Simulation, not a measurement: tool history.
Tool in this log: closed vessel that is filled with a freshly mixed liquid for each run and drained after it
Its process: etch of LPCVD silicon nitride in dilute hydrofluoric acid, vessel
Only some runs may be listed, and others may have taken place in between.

| run | hour | temperature setpoint of the liquid (°C) | parts of water to one part of 49 % hydrofluoric acid (parts by volume) | time in the liquid (s) | thickness taken off the LPCVD silicon nitride on a monitor wafer (angstrom) |
|---|---|---|---|---|---|
| 1 | 0 | 21 | 245 | 665 | 11.774 |
| 2 | 6.4 | 21.5 | 245 | 665 | 12.042 |
| 3 | 15.9 | 22 | 245 | 665 | 12.595 |
| 4 | 23.4 | 19 | 245 | 665 | 10.293 |
| 5 | 32.4 | 19 | 245 | 665 | 10.266 |
| 6 | 35.6 | 20 | 245 | 665 | 10.897 |
| 7 | 42.7 | 21 | 245 | 665 | 11.674 |

What does the tool deliver on the next run?
| 8 | 52 | 21.5 | 245 | 665 | ? |

Logged for run 8: thickness taken off the LPCVD silicon nitride on a monitor wafer (angstrom) 12.186.
